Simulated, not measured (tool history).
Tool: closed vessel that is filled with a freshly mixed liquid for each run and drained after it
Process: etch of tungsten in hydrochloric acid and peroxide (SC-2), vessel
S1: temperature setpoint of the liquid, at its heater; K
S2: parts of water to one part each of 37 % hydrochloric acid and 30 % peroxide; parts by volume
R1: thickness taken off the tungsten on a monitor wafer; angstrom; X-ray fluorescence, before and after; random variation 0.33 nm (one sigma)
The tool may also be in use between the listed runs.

run 1 day=0 | S1=334.15 S2=5 time_in_the_liquid_(s)=30 | R1=231.59
run 2 day=0.121 | S1=335.15 S2=5 time_in_the_liquid_(s)=30 | R1=248.29
run 3 day=0.425 | S1=335.15 S2=5 time_in_the_liquid_(s)=30 | R1=248.03
run 4 day=0.683 | S1=335.65 S2=5 time_in_the_liquid_(s)=30 | R1=250.2
run 5 day=0.729 | S1=336.65 S2=5 time_in_the_liquid_(s)=30 | R1=274.58
run 6 day=1.025 | S1=332.15 S2=5 time_in_the_liquid_(s)=30 | R1=203
run 7 day=1.196 | S1=333.15 S2=5 time_in_the_liquid_(s)=30 | R1=216
run 8 day=1.275 | S1=334.15 S2=5 time_in_the_liquid_(s)=30 | R1=232.74
run 9 day=1.604 | S1=335.15 S2=5 time_in_the_liquid_(s)=30 | R1=248.96
run 10 day=1.908 | S1=335.65 S2=5 time_in_the_liquid_(s)=30 | R1=255.7
run 11 day=2.2 | S1=336.15 S2=5 time_in_the_liquid_(s)=30 | R1=264.45
run 12 day=2.538 | S1=336.65 S2=5 time_in_the_liquid_(s)=30 | R1=271.68

Run 13 comes next. What will it give?
run 13 day=2.917 | S1=337.15 S2=5 time_in_the_liquid_(s)=30 | R1=?

R1: 279.51 angstrom
